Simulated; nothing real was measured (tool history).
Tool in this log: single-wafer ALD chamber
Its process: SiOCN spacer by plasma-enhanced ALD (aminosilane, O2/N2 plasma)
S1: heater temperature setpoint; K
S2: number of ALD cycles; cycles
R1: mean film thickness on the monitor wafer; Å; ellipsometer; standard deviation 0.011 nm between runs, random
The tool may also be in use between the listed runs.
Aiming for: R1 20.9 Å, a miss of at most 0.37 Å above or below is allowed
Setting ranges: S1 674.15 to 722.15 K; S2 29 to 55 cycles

run 1 hour=0 | S1=698.15 S2=42 | R1=23.821
run 2 hour=5.8 | S1=698.15 S2=46 | R1=25.778
run 3 hour=12.5 | S1=700.15 S2=45 | R1=25.35
run 4 hour=14.2 | S1=700.15 S2=44 | R1=24.451
run 5 hour=18.7 | S1=707.15 S2=44 | R1=24.19
run 6 hour=21.7 | S1=713.15 S2=44 | R1=23.634
run 7 hour=27.4 | S1=714.15 S2=43 | R1=23.083
run 8 hour=32.3 | S1=715.15 S2=43 | R1=23.118

Exactly one of the 5 candidate moves below puts every result within its allowed miss. Which one?
run A hour=37.2 | S1=715.15 S2=39 | R1=?
run B hour=37.2 | S1=721.15 S2=37 | R1=?
run C hour=37.2 | S1=717.15 S2=48 | R1=?
run D hour=37.2 | S1=719.15 S2=41 | R1=?
run E hour=37.2 | S1=705.15 S2=35 | R1=?

move=A R1=20.858
move=B R1=19.417
move=C R1=25.511
move=D R1=21.653
move=E R1=19.304
A: all results land within tolerance of their targets
B: moves the result that the last run missed by most past its target, out the other side
C: the biggest miss grows against the last run
D: closes in on the targets versus the last run, not all within tolerance yet
E: moves the result that the last run missed by most past its target, out the other side
Correct choice: A, which meets every target
